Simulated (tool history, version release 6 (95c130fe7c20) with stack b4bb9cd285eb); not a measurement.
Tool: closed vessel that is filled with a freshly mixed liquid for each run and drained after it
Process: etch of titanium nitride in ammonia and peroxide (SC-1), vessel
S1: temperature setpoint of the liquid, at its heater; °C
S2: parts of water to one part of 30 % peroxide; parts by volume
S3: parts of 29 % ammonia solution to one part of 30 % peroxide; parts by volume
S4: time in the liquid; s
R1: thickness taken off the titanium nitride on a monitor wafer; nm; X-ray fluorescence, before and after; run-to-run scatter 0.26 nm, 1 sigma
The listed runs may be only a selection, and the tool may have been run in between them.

run	hour	S1	S2	S3	S4	R1
1	0	53	10.5	0.7	150	10.121
2	5.9	53	14	0.7	150	8.715
3	8.3	53	15.5	0.7	150	8.1747
4	15.7	53	15.5	0.9	150	8.6759
5	24	55	15.5	0.9	150	9.7487
6	25.2	57	15	0.9	150	11.481

Estimate the outcome of run 7 from the log above:
7	28.5	58.5	14.5	0.9	150	?

R1: 12.935 nm

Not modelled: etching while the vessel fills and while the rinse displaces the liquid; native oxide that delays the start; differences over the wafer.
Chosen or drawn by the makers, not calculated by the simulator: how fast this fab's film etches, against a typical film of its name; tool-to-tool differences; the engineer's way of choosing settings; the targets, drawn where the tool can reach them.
